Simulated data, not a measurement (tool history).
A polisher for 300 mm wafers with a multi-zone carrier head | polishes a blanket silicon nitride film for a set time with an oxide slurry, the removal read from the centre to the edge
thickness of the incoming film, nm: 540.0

run  hour  flow of slurry (ml/min)  pressure of the head's centre zone  pressure of the head's middle zone  pressure of the head's edge zone  abrasive content of the slurry  polishing time (s)  film removed at the wafer's centre (Å)  film removed at mid-radius (Å)  film removed at the wafer's edge (Å)
  1   0.0                      235                                1.00                                1.00                              1.00                            1.00                  73                                  493.32                          498.23                                489.64
  2   3.7                      235                                1.00                                1.00                              1.00                            1.00                  91                                  613.61                          611.18                                607.64
  3   8.3                      235                                1.00                                1.00                              1.08                            1.00                  91                                  617.49                          619.12                                628.68
  4  14.8                      230                                0.99                                0.99                              1.02                            0.85                  84                                  511.75                          514.52                                520.10
  5  16.5                      230                                0.99                                1.06                              1.02                            0.85                  84                                  507.02                          552.81                                518.49
  6  23.5                      230                                1.05                                1.06                              1.02                            0.85                  84                                  537.54                          537.83                                516.31
  7  27.6                      220                                1.03                                1.04                              0.98                            0.75                  80                                  463.35                          476.05                                448.58
  8  35.7                      205                                1.01                                1.00                              0.94                            0.65                  80                                  415.60                          417.58                                399.10
  9  43.7                      155                                0.91                                0.91                              0.84                            0.65                  80                                  360.40                          377.36                                370.83
 10  49.7                      155                                0.92                                0.91                              0.83                            0.65                  80                                  364.82                          382.71                                371.52

Forecast run 11:
 11  52.8                      155                                0.93                                0.90                              0.82                            0.65                  80                                       ?                               ?                                     ?

Run 11 gave film removed at the wafer's centre (Å) 373.22, film removed at mid-radius (Å) 381.34, film removed at the wafer's edge (Å) 370.70.
